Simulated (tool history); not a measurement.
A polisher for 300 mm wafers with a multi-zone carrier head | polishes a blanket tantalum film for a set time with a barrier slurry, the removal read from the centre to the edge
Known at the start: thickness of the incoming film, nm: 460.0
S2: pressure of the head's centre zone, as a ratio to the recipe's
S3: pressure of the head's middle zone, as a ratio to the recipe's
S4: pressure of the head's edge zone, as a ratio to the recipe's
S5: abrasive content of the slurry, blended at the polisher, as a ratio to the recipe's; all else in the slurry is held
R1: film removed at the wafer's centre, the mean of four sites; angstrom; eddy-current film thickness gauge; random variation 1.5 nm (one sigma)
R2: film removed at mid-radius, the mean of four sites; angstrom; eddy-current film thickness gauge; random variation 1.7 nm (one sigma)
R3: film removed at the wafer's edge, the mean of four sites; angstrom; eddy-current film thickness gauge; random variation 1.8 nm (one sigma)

{"run": 1, "hour": 0.0, "flow of slurry (ml/min)": 175, "S2": 1.0, "S3": 1.0, "S4": 1.0, "S5": 1.0, "polishing time (s)": 55, "R1": 1085.3, "R2": 1065.9, "R3": 1025.4}
{"run": 2, "hour": 2.7, "flow of slurry (ml/min)": 180, "S2": 1.04, "S3": 0.97, "S4": 1.05, "S5": 1.15, "polishing time (s)": 56, "R1": 1192.9, "R2": 1083.5, "R3": 1152.8}
{"run": 3, "hour": 6.8, "flow of slurry (ml/min)": 180, "S2": 0.95, "S3": 0.97, "S4": 1.05, "S5": 1.15, "polishing time (s)": 56, "R1": 1078.3, "R2": 1077.1, "R3": 1145.3}
{"run": 4, "hour": 14.6, "flow of slurry (ml/min)": 180, "S2": 0.95, "S3": 0.97, "S4": 1.05, "S5": 0.95, "polishing time (s)": 56, "R1": 1034.8, "R2": 1041.5, "R3": 1098.0}
{"run": 5, "hour": 20.1, "flow of slurry (ml/min)": 190, "S2": 1.02, "S3": 0.97, "S4": 1.07, "S5": 1.05, "polishing time (s)": 56, "R1": 1155.7, "R2": 1063.9, "R3": 1133.2}
{"run": 6, "hour": 26.4, "flow of slurry (ml/min)": 200, "S2": 1.06, "S3": 0.97, "S4": 1.09, "S5": 1.15, "polishing time (s)": 56, "R1": 1226.0, "R2": 1089.6, "R3": 1159.5}

Run 7 comes next. What will it give?
{"run": 7, "hour": 29.4, "flow of slurry (ml/min)": 200, "S2": 1.09, "S3": 0.96, "S4": 1.1, "S5": 1.25, "polishing time (s)": 57, "R1": "?", "R2": "?", "R3": "?"}

R1: 1330.5 angstrom
R2: 1119.0 angstrom
R3: 1237.0 angstrom
